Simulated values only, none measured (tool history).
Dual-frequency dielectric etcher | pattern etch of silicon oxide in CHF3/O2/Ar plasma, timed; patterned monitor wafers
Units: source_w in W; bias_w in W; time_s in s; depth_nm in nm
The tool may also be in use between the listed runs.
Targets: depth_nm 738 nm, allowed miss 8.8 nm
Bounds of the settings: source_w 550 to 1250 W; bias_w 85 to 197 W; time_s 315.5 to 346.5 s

| run | day | source_w | bias_w | time_s | depth_nm |
|---|---|---|---|---|---|
| 1 | 0 | 900 | 141 | 346.5 | 828.33 |
| 2 | 0.246 | 1040 | 141 | 346.5 | 884.77 |
| 3 | 0.417 | 1040 | 124 | 346.5 | 839.01 |
| 4 | 0.654 | 950 | 123 | 346.5 | 803.86 |
| 5 | 0.983 | 890 | 122 | 346.5 | 778.41 |
| 6 | 1.138 | 890 | 122 | 315.5 | 712.87 |
| 7 | 1.275 | 910 | 122 | 315.5 | 719.3 |
| 8 | 1.479 | 930 | 122 | 315.5 | 724.93 |
| 9 | 1.846 | 940 | 122 | 315.5 | 730.35 |

4 next moves are on the table. One of them brings every result within its allowed miss. Which?
| A | 2.212 | 900 | 120 | 315.5 | ? |
| B | 2.212 | 870 | 122 | 324.5 | ? |
| C | 2.212 | 920 | 125 | 320 | ? |
| D | 2.212 | 820 | 129 | 325 | ? |

| move | depth_nm |
|---|---|
| A | 708.72 |
| B | 722.89 |
| C | 737.22 |
| D | 721.12 |
A: further off than the last run
B: further off than the last run
C: meets every target
D: further off than the last run
Move C is the one to make.

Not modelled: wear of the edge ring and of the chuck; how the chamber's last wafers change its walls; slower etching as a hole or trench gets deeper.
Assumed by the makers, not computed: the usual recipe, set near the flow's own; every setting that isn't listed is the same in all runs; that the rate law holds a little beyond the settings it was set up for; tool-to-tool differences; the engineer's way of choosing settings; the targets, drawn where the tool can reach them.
